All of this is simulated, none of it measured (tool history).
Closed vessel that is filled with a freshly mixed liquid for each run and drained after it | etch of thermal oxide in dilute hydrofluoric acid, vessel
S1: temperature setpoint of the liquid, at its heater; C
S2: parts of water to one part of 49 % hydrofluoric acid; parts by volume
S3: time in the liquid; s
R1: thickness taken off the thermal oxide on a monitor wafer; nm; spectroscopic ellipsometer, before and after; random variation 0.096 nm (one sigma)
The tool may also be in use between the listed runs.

run 1 day=0.000 | S1=25.0 S2=55 S3=120 | R1=9.9393
run 2 day=0.242 | S1=25.0 S2=35 S3=120 | R1=16.0460
run 3 day=0.596 | S1=25.0 S2=20 S3=120 | R1=29.1540
run 4 day=0.971 | S1=23.0 S2=25 S3=120 | R1=21.0340
run 5 day=1.079 | S1=23.0 S2=35 S3=120 | R1=14.6390
-- day=1.371 hydrofluoric acid flow meter replaced
run 6 day=1.371 | S1=23.0 S2=35 S3=75 | R1=10.1980
run 7 day=1.417 | S1=23.5 S2=35 S3=75 | R1=10.5800

Run 8 comes next. What will it give?
run 8 day=1.583 | S1=24.0 S2=35 S3=75 | R1=?

{"run 8": {"R1": 10.589}}
